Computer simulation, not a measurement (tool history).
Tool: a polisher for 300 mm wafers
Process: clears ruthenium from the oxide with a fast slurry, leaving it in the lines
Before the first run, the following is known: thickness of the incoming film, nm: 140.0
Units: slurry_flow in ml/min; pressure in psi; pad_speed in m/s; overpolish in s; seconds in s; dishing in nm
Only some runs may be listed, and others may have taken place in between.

run 1 day=0.000 | slurry_flow=275 pressure=2.3 pad_speed=1.06 slurry_solids=1.00 overpolish=24 | seconds=31.004 dishing=77.761
run 2 day=0.125 | slurry_flow=275 pressure=2.1 pad_speed=0.98 slurry_solids=1.00 overpolish=20 | seconds=36.706 dishing=58.076
run 3 day=0.167 | slurry_flow=275 pressure=2.1 pad_speed=0.98 slurry_solids=1.00 overpolish=26 | seconds=37.040 dishing=73.540
run 4 day=0.296 | slurry_flow=275 pressure=2.1 pad_speed=0.98 slurry_solids=1.10 overpolish=26 | seconds=36.356 dishing=75.051
run 5 day=0.367 | slurry_flow=275 pressure=1.8 pad_speed=0.98 slurry_solids=1.10 overpolish=26 | seconds=41.217 dishing=65.409
run 6 day=0.683 | slurry_flow=275 pressure=1.6 pad_speed=0.96 slurry_solids=1.00 overpolish=22 | seconds=50.286 dishing=49.936
run 7 day=0.829 | slurry_flow=225 pressure=1.0 pad_speed=0.66 slurry_solids=1.25 overpolish=11 | seconds=103.060 dishing=12.255
run 8 day=0.917 | slurry_flow=225 pressure=1.0 pad_speed=0.66 slurry_solids=1.25 overpolish=11 | seconds=102.280 dishing=12.980
run 9 day=0.950 | slurry_flow=230 pressure=1.6 pad_speed=0.68 slurry_solids=1.25 overpolish=7 | seconds=63.568 dishing=12.410

Forecast run 10:
run 10 day=1.308 | slurry_flow=225 pressure=1.4 pad_speed=0.70 slurry_solids=1.25 overpolish=13 | seconds=? dishing=?

seconds: 71.015 s
dishing: 21.260 nm
